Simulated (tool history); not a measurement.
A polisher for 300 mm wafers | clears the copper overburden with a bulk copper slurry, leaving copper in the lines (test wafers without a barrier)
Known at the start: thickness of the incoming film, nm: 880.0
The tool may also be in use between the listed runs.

run,hour,flow of slurry (ml/min),pressure of the wafer on the pad (psi),speed of the pad under the wafer (cm/s),abrasive content of the slurry,overpolish time after the end point (s),time until the end point was called (s),dishing of a wide line in a test structure (Å)
1,0.0,270,2.3,92,1.0,15,121.02,591.62
2,7.7,265,2.0,82,1.0,16,161.57,516.45
3,10.6,265,2.0,82,1.2,16,154.49,540.94
4,15.5,265,1.7,76,1.2,16,186.16,440.02
5,22.1,265,1.7,76,1.3,16,187.68,440.24
6,28.2,265,1.5,70,1.3,18,228.54,420.39

The next listed run, before its measurement:
7,33.5,265,1.4,68,1.3,19,?,?

{"run 7": {"time until the end point was called (s)": 245.41, "dishing of a wide line in a test structure (Å)": 404.98}}

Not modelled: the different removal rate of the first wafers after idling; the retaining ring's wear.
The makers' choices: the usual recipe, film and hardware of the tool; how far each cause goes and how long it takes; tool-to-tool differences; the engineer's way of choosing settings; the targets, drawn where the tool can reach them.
